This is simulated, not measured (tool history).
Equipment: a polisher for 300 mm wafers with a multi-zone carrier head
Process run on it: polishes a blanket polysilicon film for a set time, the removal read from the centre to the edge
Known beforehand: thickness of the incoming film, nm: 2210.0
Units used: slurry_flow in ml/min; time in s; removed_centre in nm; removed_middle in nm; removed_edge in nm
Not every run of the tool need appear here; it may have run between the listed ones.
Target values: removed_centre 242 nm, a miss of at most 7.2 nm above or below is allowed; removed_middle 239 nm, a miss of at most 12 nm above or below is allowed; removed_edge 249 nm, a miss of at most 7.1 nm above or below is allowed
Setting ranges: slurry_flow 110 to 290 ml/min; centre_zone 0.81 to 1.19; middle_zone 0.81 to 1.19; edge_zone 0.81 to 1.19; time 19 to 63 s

| run | hour | slurry_flow | centre_zone | middle_zone | edge_zone | time | removed_centre | removed_middle | removed_edge |
|---|---|---|---|---|---|---|---|---|---|
| 1 | 0 | 185 | 1 | 1 | 1 | 41 | 323.89 | 327.88 | 318.22 |
| 2 | 7.7 | 175 | 0.97 | 0.96 | 0.97 | 39 | 297.66 | 310.34 | 296.1 |
| 3 | 9.4 | 175 | 0.92 | 0.96 | 0.97 | 39 | 284.16 | 298.95 | 296.29 |
| 4 | 16.6 | 205 | 0.92 | 0.96 | 0.97 | 39 | 288.62 | 306.39 | 301.64 |
| 5 | 17.2 | 195 | 0.92 | 0.92 | 0.96 | 37 | 274.11 | 287.53 | 282.84 |
| 6 | 25.1 | 185 | 0.92 | 0.89 | 0.97 | 36 | 265.22 | 262.97 | 276.11 |
| 7 | 28.4 | 175 | 0.91 | 0.87 | 0.95 | 36 | 260.41 | 259.49 | 272.31 |
| 8 | 33.4 | 165 | 0.9 | 0.86 | 0.93 | 36 | 248.74 | 255.53 | 263.53 |
| 9 | 40.5 | 160 | 0.91 | 0.85 | 0.92 | 36 | 253.71 | 251.38 | 261.72 |
| 10 | 44 | 150 | 0.91 | 0.84 | 0.91 | 36 | 249.97 | 234.98 | 261.89 |

Of the 4 settings listed for the next run, only one would bring every result within its allowed miss of target. Which one?
| A | 47.5 | 165 | 0.99 | 0.88 | 0.89 | 33 | ? | ? | ? |
| B | 47.5 | 165 | 0.93 | 0.89 | 0.95 | 33 | ? | ? | ? |
| C | 47.5 | 120 | 1.09 | 0.88 | 0.91 | 34 | ? | ? | ? |
| D | 47.5 | 135 | 0.85 | 0.81 | 0.98 | 38 | ? | ? | ? |

| move | removed_centre | removed_middle | removed_edge |
|---|---|---|---|
| A | 255.67 | 228.95 | 237.38 |
| B | 240.07 | 231.03 | 244.63 |
| C | 266.35 | 218.55 | 234.19 |
| D | 240.03 | 236.71 | 277.28 |
A: takes the biggest miss from the last run beyond its target
B: meets every target
C: takes the biggest miss from the last run beyond its target
D: moves away from the targets compared with the last run
Answer: B

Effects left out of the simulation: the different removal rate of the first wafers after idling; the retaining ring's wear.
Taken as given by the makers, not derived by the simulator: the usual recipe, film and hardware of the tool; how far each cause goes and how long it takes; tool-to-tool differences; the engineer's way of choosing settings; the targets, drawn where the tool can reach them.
